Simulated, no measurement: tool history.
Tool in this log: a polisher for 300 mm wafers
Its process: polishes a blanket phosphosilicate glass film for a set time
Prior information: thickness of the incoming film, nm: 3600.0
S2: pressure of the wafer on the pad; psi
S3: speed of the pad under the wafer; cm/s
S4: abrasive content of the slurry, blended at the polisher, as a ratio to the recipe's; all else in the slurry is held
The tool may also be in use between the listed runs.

run 1 hour=0 | flow_of_slurry_(ml/min)=290 S2=2.6 S3=78 S4=1 polishing_time_(s)=60 | film_removed_(angstrom)=3902.4
run 2 hour=8.3 | flow_of_slurry_(ml/min)=290 S2=2.3 S3=78 S4=1 polishing_time_(s)=60 | film_removed_(angstrom)=3591.4
run 3 hour=14.7 | flow_of_slurry_(ml/min)=315 S2=2.3 S3=78 S4=1 polishing_time_(s)=60 | film_removed_(angstrom)=3599.2
run 4 hour=16.2 | flow_of_slurry_(ml/min)=315 S2=1.9 S3=78 S4=1 polishing_time_(s)=60 | film_removed_(angstrom)=3272.3
-- hour=22.5 head pressure recalibrated
run 5 hour=22.5 | flow_of_slurry_(ml/min)=315 S2=1.5 S3=78 S4=1 polishing_time_(s)=60 | film_removed_(angstrom)=2706.9
run 6 hour=25.9 | flow_of_slurry_(ml/min)=300 S2=1.5 S3=78 S4=1 polishing_time_(s)=60 | film_removed_(angstrom)=2700.1

Predict the results of run 7:
run 7 hour=34.8 | flow_of_slurry_(ml/min)=285 S2=1.5 S3=78 S4=1 polishing_time_(s)=60 | film_removed_(angstrom)=?

Run 7 yielded film removed (angstrom) 2670.7.

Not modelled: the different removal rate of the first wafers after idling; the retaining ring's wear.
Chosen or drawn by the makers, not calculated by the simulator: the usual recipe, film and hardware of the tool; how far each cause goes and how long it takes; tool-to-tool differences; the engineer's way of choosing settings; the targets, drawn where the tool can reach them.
